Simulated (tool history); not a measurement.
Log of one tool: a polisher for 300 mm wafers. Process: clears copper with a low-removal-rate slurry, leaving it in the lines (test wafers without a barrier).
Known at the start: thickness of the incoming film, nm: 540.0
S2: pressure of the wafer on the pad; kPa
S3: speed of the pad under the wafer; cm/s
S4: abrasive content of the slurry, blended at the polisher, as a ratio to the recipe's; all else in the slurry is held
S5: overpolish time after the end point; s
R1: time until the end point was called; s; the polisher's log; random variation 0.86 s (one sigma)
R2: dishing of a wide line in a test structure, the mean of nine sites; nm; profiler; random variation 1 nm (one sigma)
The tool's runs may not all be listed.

{"run": 1, "hour": 0.0, "flow of slurry (ml/min)": 220, "S2": 20.7, "S3": 142, "S4": 1, "S5": 20, "R1": 109.47, "R2": 54.982}
{"run": 2, "hour": 3.7, "flow of slurry (ml/min)": 220, "S2": 16.5, "S3": 142, "S4": 1, "S5": 20, "R1": 133.31, "R2": 47.413}
{"run": 3, "hour": 9.6, "flow of slurry (ml/min)": 220, "S2": 16.5, "S3": 142, "S4": 0.85, "S5": 20, "R1": 139.56, "R2": 46.303}
{"run": 4, "hour": 14.1, "flow of slurry (ml/min)": 220, "S2": 16.5, "S3": 164, "S4": 0.85, "S5": 20, "R1": 125.9, "R2": 48.655}
{"run": 5, "hour": 21.8, "flow of slurry (ml/min)": 220, "S2": 19.3, "S3": 166, "S4": 0.85, "S5": 20, "R1": 110.19, "R2": 55.003}
{"run": 6, "hour": 24.1, "flow of slurry (ml/min)": 220, "S2": 19.3, "S3": 166, "S4": 1.05, "S5": 20, "R1": 104.52, "R2": 57.886}
{"run": 7, "hour": 31.4, "flow of slurry (ml/min)": 220, "S2": 21.4, "S3": 166, "S4": 1.05, "S5": 20, "R1": 94.916, "R2": 60.53}

Forecast run 8:
{"run": 8, "hour": 34.8, "flow of slurry (ml/min)": 220, "S2": 22.8, "S3": 166, "S4": 1.05, "S5": 20, "R1": "?", "R2": "?"}

{"run 8": {"R1": 91.384, "R2": 62.275}}
